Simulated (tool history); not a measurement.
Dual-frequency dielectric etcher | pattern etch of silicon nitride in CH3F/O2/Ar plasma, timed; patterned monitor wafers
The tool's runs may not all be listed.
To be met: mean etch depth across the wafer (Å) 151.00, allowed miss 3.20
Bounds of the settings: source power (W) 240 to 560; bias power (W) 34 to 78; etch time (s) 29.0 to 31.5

run,hour,source power (W),bias power (W),etch time (s),mean etch depth across the wafer (Å)
1,0.0,400,56,31.5,197.13
2,1.0,390,54,31.5,190.95
3,9.6,390,54,31.5,193.36
4,17.0,380,52,31.5,187.12
5,19.0,370,51,31.5,182.90
6,23.1,360,50,31.5,179.21
7,30.5,350,50,31.5,174.09
8,31.7,340,50,31.5,171.66
9,37.0,330,50,31.5,169.72
10,38.1,320,50,31.5,166.85
11,44.3,320,50,31.5,167.71
12,52.5,240,43,31.0,128.79
13,59.4,250,43,31.0,131.26
14,63.8,260,43,31.0,134.54
15,70.9,340,46,31.0,163.43
16,75.9,320,46,31.0,157.99
17,82.2,310,46,31.0,154.33

5 next moves are on the table. One of them brings every result within its allowed miss. Which?
A,88.5,320,48,31.0,?
B,88.5,310,53,29.5,?
C,88.5,370,36,31.5,?
D,88.5,320,47,31.0,?
E,88.5,310,51,30.5,?

move,mean etch depth across the wafer (Å)
A,161.53
B,158.96
C,152.55
D,159.79
E,161.15
A: further off than the last run
B: further off than the last run
C: meets every target
D: further off than the last run
E: further off than the last run
The right move is C.
